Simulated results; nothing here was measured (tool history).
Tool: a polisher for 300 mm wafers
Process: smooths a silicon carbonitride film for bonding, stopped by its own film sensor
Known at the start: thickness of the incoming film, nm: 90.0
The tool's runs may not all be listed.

run	day	flow of slurry (ml/min)	pressure of the wafer on the pad (psi)	speed of the pad under the wafer (cm/s)	abrasive content of the slurry	target thickness at which the film sensor stops the polish (nm)	time until the film sensor stopped the polish (s)
1	0.000	135	2.1	114	1.0	77	52.349
2	0.233	135	2.4	114	1.0	77	47.971
3	0.450	140	2.5	120	1.0	77	43.154
4	0.475	140	2.5	106	1.0	77	47.726
5	0.725	140	2.5	106	1.0	77	47.156
6	0.962	145	2.6	112	1.0	77	43.685

Forecast run 7:
# day 1.012: head pressure recalibrated
7	1.012	145	2.7	118	1.0	77	?

Run 7 gave time until the film sensor stopped the polish (s) 36.885.
